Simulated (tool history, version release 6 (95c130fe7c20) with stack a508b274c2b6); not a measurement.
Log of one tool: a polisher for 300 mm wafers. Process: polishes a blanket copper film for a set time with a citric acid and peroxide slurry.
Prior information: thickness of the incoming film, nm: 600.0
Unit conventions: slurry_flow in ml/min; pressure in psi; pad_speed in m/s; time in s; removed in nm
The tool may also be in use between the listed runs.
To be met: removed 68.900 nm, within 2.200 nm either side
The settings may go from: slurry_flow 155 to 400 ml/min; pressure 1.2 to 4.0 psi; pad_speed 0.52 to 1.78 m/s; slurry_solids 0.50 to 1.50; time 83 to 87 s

run 1 hour=0.0 | slurry_flow=255 pressure=2.6 pad_speed=1.14 slurry_solids=1.00 time=83 | removed=169.870
run 2 hour=3.7 | slurry_flow=255 pressure=2.3 pad_speed=1.04 slurry_solids=1.00 time=83 | removed=141.800
run 3 hour=7.8 | slurry_flow=255 pressure=2.3 pad_speed=1.04 slurry_solids=0.90 time=83 | removed=139.290
run 4 hour=15.4 | slurry_flow=255 pressure=2.3 pad_speed=1.04 slurry_solids=0.90 time=87 | removed=148.460
run 5 hour=22.5 | slurry_flow=255 pressure=2.3 pad_speed=1.04 slurry_solids=0.75 time=87 | removed=145.380
run 6 hour=27.6 | slurry_flow=255 pressure=2.3 pad_speed=1.04 slurry_solids=0.95 time=87 | removed=149.270
run 7 hour=34.9 | slurry_flow=255 pressure=2.1 pad_speed=0.94 slurry_solids=0.95 time=87 | removed=127.920
run 8 hour=37.9 | slurry_flow=255 pressure=1.9 pad_speed=0.86 slurry_solids=0.95 time=87 | removed=112.360
run 9 hour=42.1 | slurry_flow=250 pressure=1.2 pad_speed=0.54 slurry_solids=0.90 time=87 | removed=55.583
-- hour=49.8 slurry nozzle cleaned
run 10 hour=49.8 | slurry_flow=255 pressure=1.3 pad_speed=0.54 slurry_solids=0.90 time=87 | removed=59.774

Which single option among these 4 for the next run brings every result within its allowed miss of target? Just one does.
run A hour=57.5 | slurry_flow=280 pressure=1.4 pad_speed=0.64 slurry_solids=0.95 time=87 | removed=?
run B hour=57.5 | slurry_flow=315 pressure=1.4 pad_speed=0.58 slurry_solids=1.00 time=83 | removed=?
run C hour=57.5 | slurry_flow=220 pressure=1.7 pad_speed=0.52 slurry_solids=1.00 time=83 | removed=?
run D hour=57.5 | slurry_flow=290 pressure=1.2 pad_speed=0.64 slurry_solids=1.00 time=87 | removed=?

move=A removed=72.964
move=B removed=64.590
move=C removed=62.923
move=D removed=68.451
A: takes the result that was furthest off past its target
B: better than the last run, though not everything is in spec
C: better than the last run, though not everything is in spec
D: each result inside its tolerance
The right move is D.
